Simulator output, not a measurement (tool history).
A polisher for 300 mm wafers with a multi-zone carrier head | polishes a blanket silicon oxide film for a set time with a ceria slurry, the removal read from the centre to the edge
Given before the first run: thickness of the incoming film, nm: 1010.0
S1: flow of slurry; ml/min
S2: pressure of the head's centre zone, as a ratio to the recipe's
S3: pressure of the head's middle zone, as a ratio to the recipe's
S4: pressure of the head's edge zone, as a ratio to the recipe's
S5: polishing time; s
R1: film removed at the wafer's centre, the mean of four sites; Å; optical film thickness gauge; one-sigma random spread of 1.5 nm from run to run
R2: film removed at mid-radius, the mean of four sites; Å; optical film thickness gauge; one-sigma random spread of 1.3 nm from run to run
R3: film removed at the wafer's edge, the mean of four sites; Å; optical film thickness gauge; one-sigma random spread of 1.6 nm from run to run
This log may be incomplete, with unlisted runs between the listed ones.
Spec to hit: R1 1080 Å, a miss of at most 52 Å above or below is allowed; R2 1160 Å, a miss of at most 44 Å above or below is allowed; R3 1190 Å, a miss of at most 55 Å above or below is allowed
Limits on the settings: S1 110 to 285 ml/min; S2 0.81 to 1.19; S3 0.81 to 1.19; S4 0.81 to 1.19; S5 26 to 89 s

{"run": 1, "hour": 0.0, "S1": 180, "S2": 1, "S3": 1, "S4": 1, "S5": 57, "R1": 2063.9, "R2": 1975.3, "R3": 1929.9}
{"run": 2, "hour": 6.3, "S1": 180, "S2": 1.07, "S3": 1, "S4": 1, "S5": 57, "R1": 2146.4, "R2": 1980, "R3": 1935.7}
{"run": 3, "hour": 12.7, "S1": 175, "S2": 1.04, "S3": 1, "S4": 1.01, "S5": 54, "R1": 1999.8, "R2": 1830.3, "R3": 1835.3}
{"run": 4, "hour": 20.7, "S1": 175, "S2": 1, "S3": 1, "S4": 1.01, "S5": 54, "R1": 1916.7, "R2": 1863.3, "R3": 1777.4}
{"run": 5, "hour": 28.3, "S1": 175, "S2": 0.97, "S3": 1, "S4": 1.01, "S5": 54, "R1": 1909.1, "R2": 1854.5, "R3": 1829.2}
{"run": 6, "hour": 36.5, "S1": 170, "S2": 0.95, "S3": 1, "S4": 1.02, "S5": 51, "R1": 1747.4, "R2": 1727.8, "R3": 1730.3}
{"run": 7, "hour": 44.7, "S1": 165, "S2": 0.93, "S3": 1, "S4": 1.02, "S5": 49, "R1": 1675.2, "R2": 1713.4, "R3": 1627.6}
{"run": 8, "hour": 51.6, "S1": 160, "S2": 0.92, "S3": 0.99, "S4": 1.04, "S5": 47, "R1": 1550.3, "R2": 1599.3, "R3": 1581.1}
{"run": 9, "hour": 58.8, "S1": 155, "S2": 0.91, "S3": 0.98, "S4": 1.04, "S5": 45, "R1": 1462.4, "R2": 1488, "R3": 1506.2}
{"run": 10, "hour": 61.0, "S1": 150, "S2": 0.9, "S3": 0.98, "S4": 1.04, "S5": 44, "R1": 1467.2, "R2": 1461.6, "R3": 1452.1}
{"run": 11, "hour": 64.2, "S1": 150, "S2": 0.89, "S3": 0.98, "S4": 1.05, "S5": 42, "R1": 1361.4, "R2": 1403.8, "R3": 1374.8}
{"run": 12, "hour": 67.9, "S1": 150, "S2": 0.88, "S3": 0.98, "S4": 1.06, "S5": 41, "R1": 1318.3, "R2": 1352, "R3": 1419.1}
{"run": 13, "hour": 71.1, "S1": 145, "S2": 0.87, "S3": 0.98, "S4": 1.06, "S5": 40, "R1": 1278.6, "R2": 1311.8, "R3": 1347.9}
{"run": 14, "hour": 72.7, "S1": 125, "S2": 0.81, "S3": 0.97, "S4": 1.08, "S5": 34, "R1": 1008.1, "R2": 1077.2, "R3": 1113.3}
{"run": 15, "hour": 76.1, "S1": 130, "S2": 0.81, "S3": 0.97, "S4": 1.08, "S5": 34, "R1": 1008.4, "R2": 1099.8, "R3": 1125.8}
{"run": 16, "hour": 80.6, "S1": 135, "S2": 0.81, "S3": 0.97, "S4": 1.08, "S5": 34, "R1": 1023.1, "R2": 1088.3, "R3": 1143.8}
{"run": 17, "hour": 81.6, "S1": 140, "S2": 0.81, "S3": 0.97, "S4": 1.08, "S5": 34, "R1": 1036.9, "R2": 1084.1, "R3": 1145.1}
{"run": 18, "hour": 88.8, "S1": 140, "S2": 0.81, "S3": 0.98, "S4": 1.08, "S5": 34, "R1": 1033.4, "R2": 1110.8, "R3": 1149.7}

4 candidate next runs follow, results not yet known. Just one meets every target within its allowed miss. Identify it.
{"run": "A", "hour": 96.0, "S1": 145, "S2": 0.94, "S3": 0.95, "S4": 1.11, "S5": 33, "R1": "?", "R2": "?", "R3": "?"}
{"run": "B", "hour": 96.0, "S1": 130, "S2": 0.83, "S3": 0.99, "S4": 1.06, "S5": 36, "R1": "?", "R2": "?", "R3": "?"}
{"run": "C", "hour": 96.0, "S1": 110, "S2": 0.83, "S3": 1.05, "S4": 1.16, "S5": 34, "R1": "?", "R2": "?", "R3": "?"}
{"run": "D", "hour": 96.0, "S1": 155, "S2": 0.81, "S3": 0.94, "S4": 1.15, "S5": 33, "R1": "?", "R2": "?", "R3": "?"}

move=A R1=1105.3 R2=1042.1 R3=1136.5
move=B R1=1093.1 R2=1149.1 R3=1190
move=C R1=983.18 R2=1092.3 R3=1140.8
move=D R1=1031.5 R2=1047.4 R3=1168.8
A: the biggest miss grows against the last run
B: in spec on every target
C: the biggest miss grows against the last run
D: the biggest miss grows against the last run
Move B is the one to make.
